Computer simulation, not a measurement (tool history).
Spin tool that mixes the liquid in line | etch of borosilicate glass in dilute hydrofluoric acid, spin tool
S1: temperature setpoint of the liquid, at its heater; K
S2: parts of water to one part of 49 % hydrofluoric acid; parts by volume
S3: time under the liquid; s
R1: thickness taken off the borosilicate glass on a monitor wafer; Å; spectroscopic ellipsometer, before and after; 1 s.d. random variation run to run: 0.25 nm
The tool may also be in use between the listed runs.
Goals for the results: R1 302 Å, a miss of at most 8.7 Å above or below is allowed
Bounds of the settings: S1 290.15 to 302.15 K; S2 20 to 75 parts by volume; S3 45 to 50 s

run,hour,S1,S2,S3,R1
1,0,294.15,45,45,187.22
2,1.4,292.65,45,45,174.16
3,10.3,295.65,45,45,198.62
4,17.8,297.15,45,45,212.19
5,22.4,297.15,45,45,212.5
6,24.7,299.65,45,45,234.02
7,27,300.15,45,45,237.82
8,27.6,300.65,45,45,247.32

4 candidate next runs follow, results not yet known. Just one meets every target within its allowed miss. Identify it.
A,28.2,302.15,40,50,?
B,28.2,299.65,35,45,?
C,28.2,301.15,40,45,?
D,28.2,301.65,40,50,?

move,R1
A,328.72
B,307.89
C,284.22
D,322.21
A: the result that was furthest off in the last run now lies on the other side of its target
B: meets every target
C: gains on the last run, yet a result remains outside its allowed miss
D: the result that was furthest off in the last run now lies on the other side of its target
Move B is the one to make.

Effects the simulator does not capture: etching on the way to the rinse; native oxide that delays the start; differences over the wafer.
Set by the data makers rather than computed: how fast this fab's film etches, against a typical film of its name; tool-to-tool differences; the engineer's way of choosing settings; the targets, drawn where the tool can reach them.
